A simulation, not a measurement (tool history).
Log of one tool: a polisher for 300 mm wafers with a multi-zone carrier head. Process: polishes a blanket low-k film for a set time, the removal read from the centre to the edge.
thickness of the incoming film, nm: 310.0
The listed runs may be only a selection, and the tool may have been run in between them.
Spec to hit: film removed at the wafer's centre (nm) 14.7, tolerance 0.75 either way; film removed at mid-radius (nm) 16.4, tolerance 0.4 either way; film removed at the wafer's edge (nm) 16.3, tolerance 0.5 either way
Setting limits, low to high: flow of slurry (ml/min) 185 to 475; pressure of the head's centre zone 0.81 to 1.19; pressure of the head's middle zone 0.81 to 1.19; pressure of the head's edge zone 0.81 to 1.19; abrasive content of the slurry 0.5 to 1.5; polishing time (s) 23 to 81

run,day,flow of slurry (ml/min),pressure of the head's centre zone,pressure of the head's middle zone,pressure of the head's edge zone,abrasive content of the slurry,polishing time (s),film removed at the wafer's centre (nm),film removed at mid-radius (nm),film removed at the wafer's edge (nm)
1,0,305,1,1,1,1,52,19.634,19.462,19.377
2,0.25,305,1,1,1,0.8,52,17.983,18.386,18.085
3,0.446,300,0.98,0.99,0.98,0.8,52,17.514,18.223,17.94
4,0.817,295,0.97,0.98,0.96,0.75,52,17.376,17.638,17.3
5,1.025,295,0.97,0.98,0.96,0.75,56,18.362,19.07,18.684
6,1.183,295,0.97,0.94,0.96,0.75,56,18.516,18.583,18.988
7,1.488,290,0.95,0.93,0.94,0.7,56,17.866,18.306,18.323
8,1.812,285,0.93,0.92,0.93,0.65,56,16.924,17.489,17.981
9,2,280,0.92,0.92,0.91,0.65,56,16.194,17.394,17.96
10,2.092,280,0.92,0.92,0.9,0.6,56,16.406,17.251,17.348
11,2.171,275,0.91,0.92,0.89,0.6,56,16.175,17.008,17.25
12,2.429,270,0.9,0.92,0.88,0.6,56,15.874,16.784,17.204
# day 2.671: worn pad replaced by a new one
13,2.671,270,0.9,0.92,0.88,0.6,56,16.626,18.348,18.461
14,2.883,290,0.89,0.92,0.89,0.6,56,16.683,18.304,18.358
15,2.967,275,0.89,0.93,0.88,0.6,56,16.865,18.401,18.057

Which single option among these 4 for the next run brings every result within its allowed miss of target? Just one does.
A,3.05,185,0.88,0.95,0.85,0.55,53,?,?,?
B,3.05,305,0.81,0.81,0.86,0.55,55,?,?,?
C,3.05,265,1,0.87,0.92,0.5,52,?,?,?
D,3.05,265,0.91,1.01,0.85,0.5,50,?,?,?

move,film removed at the wafer's centre (nm),film removed at mid-radius (nm),film removed at the wafer's edge (nm)
A,15.132,16.486,16.27
B,15.156,16.291,17.534
C,17.025,15.415,16.261
D,14.896,16.226,15.29
A: meets every target
B: meets the target for the result that was furthest off, but another lies outside its allowed miss
C: takes the biggest miss from the last run beyond its target
D: meets the target for the result that was furthest off, but another lies outside its allowed miss
A is the move that brings every result within its allowed miss.
